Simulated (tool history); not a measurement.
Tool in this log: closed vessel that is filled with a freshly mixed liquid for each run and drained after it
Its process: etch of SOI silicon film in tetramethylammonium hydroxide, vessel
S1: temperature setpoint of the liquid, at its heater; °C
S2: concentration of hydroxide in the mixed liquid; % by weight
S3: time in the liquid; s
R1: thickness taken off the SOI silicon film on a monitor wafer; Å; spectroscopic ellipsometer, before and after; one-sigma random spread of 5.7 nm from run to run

| run | day | S1 | S2 | S3 | R1 |
|---|---|---|---|---|---|
| 1 | 0.000 | 61.0 | 13.5 | 95 | 3797.5 |
| 2 | 0.167 | 61.0 | 13.5 | 95 | 3849.0 |
| 3 | 0.471 | 61.0 | 14.5 | 95 | 3698.1 |
| 4 | 0.671 | 64.5 | 14.5 | 95 | 4576.4 |
| 5 | 1.021 | 64.5 | 13.0 | 95 | 4820.2 |
| 6 | 1.358 | 70.0 | 13.0 | 95 | 6720.8 |
| 7 | 1.433 | 70.5 | 13.0 | 95 | 6892.4 |
| 8 | 1.479 | 71.0 | 13.0 | 95 | 7091.7 |

Run 9 is up next; what results do you expect?
| 9 | 1.554 | 71.5 | 13.0 | 95 | ? |

Run 9 gave R1 7374.2 Å.
